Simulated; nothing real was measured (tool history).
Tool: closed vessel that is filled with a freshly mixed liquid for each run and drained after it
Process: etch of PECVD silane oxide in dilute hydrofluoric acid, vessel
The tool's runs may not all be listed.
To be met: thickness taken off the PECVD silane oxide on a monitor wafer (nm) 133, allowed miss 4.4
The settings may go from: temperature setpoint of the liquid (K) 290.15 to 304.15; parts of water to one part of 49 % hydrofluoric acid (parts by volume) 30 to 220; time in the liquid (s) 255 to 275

run	hour	temperature setpoint of the liquid (K)	parts of water to one part of 49 % hydrofluoric acid (parts by volume)	time in the liquid (s)	thickness taken off the PECVD silane oxide on a monitor wafer (nm)
1	0	296.15	125	255	65.386
2	1.1	296.15	160	255	49.531
3	8.3	298.15	160	255	52.929
4	15	296.65	160	255	49.897
5	22.1	298.15	140	255	63.632
6	30.2	298.15	160	255	53.346
7	37	302.15	110	255	97.012
8	40	302.65	105	255	104.02
9	47.4	304.15	80	255	147.63
10	54.7	303.65	80	255	145.79
11	55.5	303.15	80	255	142.88
12	63.6	302.65	80	255	139.06
13	69.4	302.15	80	255	137.94

5 next moves are on the table. One of them brings every result within its allowed miss. Which?
A	75.2	301.15	80	255	?
B	75.2	302.15	75	260	?
C	75.2	302.65	80	260	?
D	75.2	300.15	70	255	?
E	75.2	295.15	65	275	?

move	thickness taken off the PECVD silane oxide on a monitor wafer (nm)
A	133.28
B	151.75
C	143.98
D	148.51
E	141.84
A: meets every target
B: further off than the last run
C: further off than the last run
D: further off than the last run
E: further off than the last run
Move A is the one to make.
